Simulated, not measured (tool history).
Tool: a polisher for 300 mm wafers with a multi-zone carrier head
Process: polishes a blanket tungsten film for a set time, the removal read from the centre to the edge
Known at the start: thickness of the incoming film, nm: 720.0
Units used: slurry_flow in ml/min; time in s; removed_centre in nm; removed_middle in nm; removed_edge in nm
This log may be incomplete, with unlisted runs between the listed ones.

run    day  slurry_flow  centre_zone  middle_zone  edge_zone  slurry_solids  time  removed_centre  removed_middle  removed_edge
  1  0.000          170         1.00         1.00       1.00           1.00    42          139.63          139.82        138.86
  2  0.088          170         1.00         1.00       1.05           1.00    42          140.45          141.01        141.34
  3  0.192          170         1.00         1.00       0.99           1.00    42          135.41          142.49        135.21
  4  0.367          180         0.96         1.02       1.04           1.05    42          135.14          151.04        142.26
  5  0.567          180         0.96         1.02       1.04           1.05    34          111.48          122.51        117.49
  6  0.796          180         0.94         1.01       1.08           1.15    36          115.53          128.60        128.11

Run 7 has not been measured yet. What should we expect?
  7  1.062          185         0.94         1.02       1.11           1.25    38               ?               ?             ?

Run 7 measured removed_centre 130.71 nm, removed_middle 140.64 nm, removed_edge 142.60 nm.

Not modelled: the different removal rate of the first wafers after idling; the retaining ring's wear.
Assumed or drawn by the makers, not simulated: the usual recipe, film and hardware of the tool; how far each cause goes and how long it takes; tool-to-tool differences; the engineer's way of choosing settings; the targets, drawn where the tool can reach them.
